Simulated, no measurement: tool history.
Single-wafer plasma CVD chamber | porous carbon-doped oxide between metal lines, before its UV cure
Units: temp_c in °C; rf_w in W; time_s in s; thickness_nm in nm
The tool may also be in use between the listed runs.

{"run": 1, "day": 0.0, "temp_c": 305, "rf_w": 555, "time_s": 62.9, "thickness_nm": 357.82}
{"run": 2, "day": 0.312, "temp_c": 310, "rf_w": 540, "time_s": 62.9, "thickness_nm": 343.86}
{"run": 3, "day": 0.612, "temp_c": 314, "rf_w": 525, "time_s": 62.9, "thickness_nm": 331.02}
{"run": 4, "day": 0.692, "temp_c": 304, "rf_w": 525, "time_s": 62.9, "thickness_nm": 350.76}
{"run": 5, "day": 0.942, "temp_c": 304, "rf_w": 595, "time_s": 62.9, "thickness_nm": 371.55}
{"run": 6, "day": 1.004, "temp_c": 304, "rf_w": 535, "time_s": 62.9, "thickness_nm": 351.38}
{"run": 7, "day": 1.212, "temp_c": 309, "rf_w": 520, "time_s": 62.9, "thickness_nm": 341.2}

Run 8 comes next. What will it give?
{"run": 8, "day": 1.325, "temp_c": 321, "rf_w": 430, "time_s": 62.9, "thickness_nm": "?"}

thickness_nm: 292.53 nm
